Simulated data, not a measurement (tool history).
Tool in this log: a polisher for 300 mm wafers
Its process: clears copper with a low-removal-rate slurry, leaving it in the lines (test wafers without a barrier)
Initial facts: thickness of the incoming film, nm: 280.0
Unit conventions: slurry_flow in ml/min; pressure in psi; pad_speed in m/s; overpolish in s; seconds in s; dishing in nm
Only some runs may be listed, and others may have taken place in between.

run 1 hour=0.0 | slurry_flow=315 pressure=4.0 pad_speed=0.92 slurry_solids=1.0 overpolish=16 | seconds=84.867 dishing=33.511
run 2 hour=5.3 | slurry_flow=315 pressure=3.7 pad_speed=0.92 slurry_solids=1.0 overpolish=16 | seconds=91.681 dishing=31.645
run 3 hour=13.0 | slurry_flow=315 pressure=4.4 pad_speed=0.92 slurry_solids=1.0 overpolish=16 | seconds=77.979 dishing=36.662
run 4 hour=20.2 | slurry_flow=315 pressure=4.0 pad_speed=0.92 slurry_solids=1.0 overpolish=16 | seconds=84.210 dishing=32.660
run 5 hour=26.1 | slurry_flow=315 pressure=3.0 pad_speed=0.92 slurry_solids=1.0 overpolish=16 | seconds=111.230 dishing=26.301
run 6 hour=32.8 | slurry_flow=315 pressure=2.9 pad_speed=0.92 slurry_solids=1.0 overpolish=16 | seconds=116.370 dishing=25.855
run 7 hour=37.9 | slurry_flow=315 pressure=2.8 pad_speed=0.92 slurry_solids=1.0 overpolish=16 | seconds=118.800 dishing=24.619
run 8 hour=40.1 | slurry_flow=315 pressure=2.7 pad_speed=0.92 slurry_solids=1.0 overpolish=16 | seconds=121.250 dishing=23.473
run 9 hour=44.0 | slurry_flow=315 pressure=2.1 pad_speed=0.90 slurry_solids=1.0 overpolish=19 | seconds=161.820 dishing=22.074

Run 10 has not been measured yet. What should we expect?
run 10 hour=46.1 | slurry_flow=315 pressure=2.2 pad_speed=0.90 slurry_solids=1.0 overpolish=19 | seconds=? dishing=?

seconds: 154.570 s
dishing: 23.569 nm
